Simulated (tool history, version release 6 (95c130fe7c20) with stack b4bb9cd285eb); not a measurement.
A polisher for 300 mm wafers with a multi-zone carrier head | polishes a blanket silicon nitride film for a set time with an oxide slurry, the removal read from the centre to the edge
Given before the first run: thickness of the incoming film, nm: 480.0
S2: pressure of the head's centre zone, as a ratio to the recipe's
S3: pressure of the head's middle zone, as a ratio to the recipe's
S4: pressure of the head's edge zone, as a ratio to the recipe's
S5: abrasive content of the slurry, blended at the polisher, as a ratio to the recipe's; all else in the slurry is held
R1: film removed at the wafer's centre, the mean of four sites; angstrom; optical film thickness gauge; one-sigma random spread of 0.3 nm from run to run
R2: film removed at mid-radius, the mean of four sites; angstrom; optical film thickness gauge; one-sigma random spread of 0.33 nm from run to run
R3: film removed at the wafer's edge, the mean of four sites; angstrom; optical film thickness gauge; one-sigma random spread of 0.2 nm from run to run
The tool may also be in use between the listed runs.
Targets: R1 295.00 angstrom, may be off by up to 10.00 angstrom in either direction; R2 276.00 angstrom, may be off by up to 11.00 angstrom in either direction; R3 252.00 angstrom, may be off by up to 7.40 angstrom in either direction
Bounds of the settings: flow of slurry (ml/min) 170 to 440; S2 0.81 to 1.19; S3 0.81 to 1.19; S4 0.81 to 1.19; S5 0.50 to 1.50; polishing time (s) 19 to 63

run 1 hour=0.0 | flow_of_slurry_(ml/min)=280 S2=1.00 S3=1.00 S4=1.00 S5=1.00 polishing_time_(s)=41 | R1=192.72 R2=187.52 R3=187.92
run 2 hour=2.2 | flow_of_slurry_(ml/min)=290 S2=1.03 S3=1.03 S4=1.02 S5=1.10 polishing_time_(s)=41 | R1=202.99 R2=198.29 R3=199.14
run 3 hour=2.8 | flow_of_slurry_(ml/min)=295 S2=1.06 S3=1.05 S4=1.00 S5=1.15 polishing_time_(s)=42 | R1=223.78 R2=211.73 R3=201.67
run 4 hour=8.8 | flow_of_slurry_(ml/min)=295 S2=1.06 S3=1.05 S4=1.00 S5=1.15 polishing_time_(s)=35 | R1=182.33 R2=172.60 R3=169.55
run 5 hour=10.9 | flow_of_slurry_(ml/min)=230 S2=1.06 S3=1.05 S4=1.00 S5=1.15 polishing_time_(s)=35 | R1=178.12 R2=171.11 R3=167.03
run 6 hour=19.6 | flow_of_slurry_(ml/min)=230 S2=1.06 S3=1.05 S4=1.00 S5=1.15 polishing_time_(s)=43 | R1=220.93 R2=209.48 R3=202.63
run 7 hour=27.9 | flow_of_slurry_(ml/min)=245 S2=1.08 S3=1.07 S4=1.02 S5=1.20 polishing_time_(s)=43 | R1=227.81 R2=219.05 R3=209.46
run 8 hour=34.7 | flow_of_slurry_(ml/min)=260 S2=1.10 S3=1.08 S4=1.03 S5=1.25 polishing_time_(s)=43 | R1=241.66 R2=225.72 R3=215.75
run 9 hour=41.3 | flow_of_slurry_(ml/min)=270 S2=1.11 S3=1.10 S4=1.04 S5=1.30 polishing_time_(s)=43 | R1=245.62 R2=232.13 R3=218.20
-- hour=47.6 worn pad replaced by a new one
run 10 hour=47.6 | flow_of_slurry_(ml/min)=275 S2=1.12 S3=1.11 S4=1.05 S5=1.35 polishing_time_(s)=43 | R1=275.63 R2=262.21 R3=248.64
run 11 hour=53.3 | flow_of_slurry_(ml/min)=280 S2=1.13 S3=1.12 S4=1.05 S5=1.35 polishing_time_(s)=43 | R1=280.59 R2=263.25 R3=248.32

Of the 5 settings listed for the next run, only one would bring every result within its allowed miss of target. Which one?
run A hour=59.0 | flow_of_slurry_(ml/min)=275 S2=1.18 S3=1.09 S4=1.01 S5=1.45 polishing_time_(s)=41 | R1=? R2=? R3=?
run B hour=59.0 | flow_of_slurry_(ml/min)=280 S2=1.07 S3=1.03 S4=1.04 S5=1.20 polishing_time_(s)=45 | R1=? R2=? R3=?
run C hour=59.0 | flow_of_slurry_(ml/min)=270 S2=1.19 S3=1.19 S4=0.81 S5=1.15 polishing_time_(s)=49 | R1=? R2=? R3=?
run D hour=59.0 | flow_of_slurry_(ml/min)=370 S2=1.13 S3=1.15 S4=1.01 S5=1.35 polishing_time_(s)=44 | R1=? R2=? R3=?
run E hour=59.0 | flow_of_slurry_(ml/min)=215 S2=1.19 S3=1.19 S4=0.88 S5=1.35 polishing_time_(s)=49 | R1=? R2=? R3=?

move=A R1=279.66 R2=252.51 R3=237.53
move=B R1=260.35 R2=249.55 R3=247.65
move=C R1=309.70 R2=295.11 R3=235.37
move=D R1=287.81 R2=281.26 R3=253.07
move=E R1=320.58 R2=306.16 R3=254.74
A: lands further from the targets than the last run did
B: lands further from the targets than the last run did
C: pushes the last run's worst result past its target
D: in spec on every target
E: pushes the last run's worst result past its target
So the answer is move D, the one that meets all the targets.
